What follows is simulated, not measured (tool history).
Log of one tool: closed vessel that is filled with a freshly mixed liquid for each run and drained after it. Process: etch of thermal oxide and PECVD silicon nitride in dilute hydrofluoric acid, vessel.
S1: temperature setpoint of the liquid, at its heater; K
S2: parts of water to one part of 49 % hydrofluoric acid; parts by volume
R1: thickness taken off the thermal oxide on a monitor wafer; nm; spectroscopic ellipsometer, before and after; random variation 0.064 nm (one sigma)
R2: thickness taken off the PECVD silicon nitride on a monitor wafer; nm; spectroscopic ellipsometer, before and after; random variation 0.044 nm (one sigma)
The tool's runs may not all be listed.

Run 1, hour 0.0: S1 295.15 K, S2 140 parts by volume, time in the liquid (s) 135. Result: R1 3.9375 nm, R2 3.8875 nm.
Run 2, hour 7.7: S1 295.15 K, S2 95 parts by volume, time in the liquid (s) 135. Result: R1 5.9809 nm, R2 5.6488 nm.
Run 3, hour 14.7: S1 295.15 K, S2 95 parts by volume, time in the liquid (s) 90. Result: R1 4.0151 nm, R2 3.7367 nm.
Run 4, hour 18.4: S1 296.15 K, S2 85 parts by volume, time in the liquid (s) 90. Result: R1 4.7489 nm, R2 4.4741 nm.
Run 5, hour 25.6: S1 296.15 K, S2 85 parts by volume, time in the liquid (s) 130. Result: R1 6.7726 nm, R2 6.5075 nm.
Run 6, hour 34.3: S1 296.15 K, S2 120 parts by volume, time in the liquid (s) 130. Result: R1 4.6800 nm, R2 4.6600 nm.
Run 7, hour 39.2: S1 296.65 K, S2 110 parts by volume, time in the liquid (s) 130. Result: R1 5.2482 nm, R2 5.1888 nm.

The next listed run, before its measurement:
Run 8, hour 40.5: S1 297.65 K, S2 105 parts by volume, time in the liquid (s) 130. Result: R1 ?, R2 ?.

Run 8 gave R1 5.7911 nm, R2 5.7653 nm.
